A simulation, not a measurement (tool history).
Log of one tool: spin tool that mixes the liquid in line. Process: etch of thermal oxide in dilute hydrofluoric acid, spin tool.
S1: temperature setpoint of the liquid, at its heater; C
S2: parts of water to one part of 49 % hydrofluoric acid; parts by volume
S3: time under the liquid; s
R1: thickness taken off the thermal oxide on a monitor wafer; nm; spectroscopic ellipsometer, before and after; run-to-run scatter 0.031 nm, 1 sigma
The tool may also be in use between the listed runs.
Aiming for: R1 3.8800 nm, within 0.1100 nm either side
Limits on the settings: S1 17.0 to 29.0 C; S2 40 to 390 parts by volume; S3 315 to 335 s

run,day,S1,S2,S3,R1
1,0.000,21.0,215,315,5.6611
2,0.342,20.5,220,315,5.4598
3,0.392,22.5,220,315,5.8017
4,0.721,22.5,145,315,9.6400
5,1.042,24.0,145,315,10.1170
6,1.408,20.5,145,315,8.8759
7,1.654,20.0,165,315,7.4928
8,1.854,19.5,180,315,6.6498
9,2.196,19.5,180,315,6.6361
10,2.229,19.0,190,315,6.1165
11,2.604,18.5,200,315,5.5937
12,2.846,18.0,210,315,5.2307
13,3.171,18.0,215,315,5.0280
14,3.442,18.0,220,315,4.8627
15,3.479,18.0,225,315,4.8156
16,3.675,18.0,230,315,4.6541

Which of these 5 next moves meets every target?
A,3.871,18.0,220,335,?
B,3.871,17.5,250,315,?
C,3.871,18.5,220,315,?
D,3.871,19.0,200,335,?
E,3.871,17.5,280,335,?

move,R1
A,5.2190
B,4.1302
C,5.0050
D,6.0760
E,3.8285
A: misses by more than the last run did
B: moves toward the targets from the last run without getting all of them in spec
C: misses by more than the last run did
D: misses by more than the last run did
E: meets every target
The right move is E.
